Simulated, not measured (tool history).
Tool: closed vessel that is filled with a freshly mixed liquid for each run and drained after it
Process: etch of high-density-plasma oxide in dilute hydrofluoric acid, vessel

run,hour,temperature setpoint of the liquid (°C),parts of water to one part of 49 % hydrofluoric acid (parts by volume),time in the liquid (s),thickness taken off the high-density-plasma oxide on a monitor wafer (Å)
1,0.0,22.0,160,120,41.276
2,5.3,22.0,195,120,32.759
3,9.5,22.0,195,95,26.034
4,13.3,22.0,235,95,20.687
5,15.8,22.0,265,95,17.986
6,17.9,24.5,190,95,29.749
7,24.0,26.0,135,95,47.207

Estimate the outcome of run 8 from the log above:
8,28.1,27.0,105,95,?

thickness taken off the high-density-plasma oxide on a monitor wafer (Å): 65.012

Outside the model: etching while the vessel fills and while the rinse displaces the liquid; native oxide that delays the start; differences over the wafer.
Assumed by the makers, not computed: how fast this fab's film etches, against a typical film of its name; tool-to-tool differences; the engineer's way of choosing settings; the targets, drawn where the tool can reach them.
